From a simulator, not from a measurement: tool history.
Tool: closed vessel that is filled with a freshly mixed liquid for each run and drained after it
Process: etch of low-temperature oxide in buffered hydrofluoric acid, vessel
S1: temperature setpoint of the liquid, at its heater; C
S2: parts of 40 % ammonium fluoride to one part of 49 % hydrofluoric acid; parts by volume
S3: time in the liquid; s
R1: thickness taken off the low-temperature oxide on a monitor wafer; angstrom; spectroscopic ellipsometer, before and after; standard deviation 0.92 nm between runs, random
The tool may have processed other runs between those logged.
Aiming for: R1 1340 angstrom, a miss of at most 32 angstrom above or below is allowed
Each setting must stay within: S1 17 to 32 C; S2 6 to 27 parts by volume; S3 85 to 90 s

| run | day | S1 | S2 | S3 | R1 |
|---|---|---|---|---|---|
| 1 | 0 | 24 | 16.5 | 85 | 1652.5 |
| 2 | 0.367 | 23.5 | 16.5 | 85 | 1566.4 |
| 3 | 0.562 | 23 | 16.5 | 85 | 1546.8 |
| 4 | 0.75 | 25 | 16.5 | 85 | 1733.5 |
| 5 | 0.821 | 25 | 16.5 | 90 | 1827.7 |
| 6 | 0.942 | 25 | 20.5 | 90 | 1481.7 |
| 7 | 1.167 | 24.5 | 20.5 | 90 | 1420 |
| 8 | 1.217 | 24 | 20.5 | 90 | 1400.5 |

Next run, 4 choices. One meets every target within its allowed miss, the rest don't. Which?
| A | 1.267 | 25 | 21.5 | 90 | ? |
| B | 1.267 | 25.5 | 22.5 | 85 | ? |
| C | 1.267 | 27 | 23 | 85 | ? |
| D | 1.267 | 23 | 19 | 90 | ? |

| move | R1 |
|---|---|
| A | 1434.1 |
| B | 1348.9 |
| C | 1441 |
| D | 1421 |
A: its largest miss is bigger than the last run's
B: meets every target
C: its largest miss is bigger than the last run's
D: its largest miss is bigger than the last run's
The right move is B.

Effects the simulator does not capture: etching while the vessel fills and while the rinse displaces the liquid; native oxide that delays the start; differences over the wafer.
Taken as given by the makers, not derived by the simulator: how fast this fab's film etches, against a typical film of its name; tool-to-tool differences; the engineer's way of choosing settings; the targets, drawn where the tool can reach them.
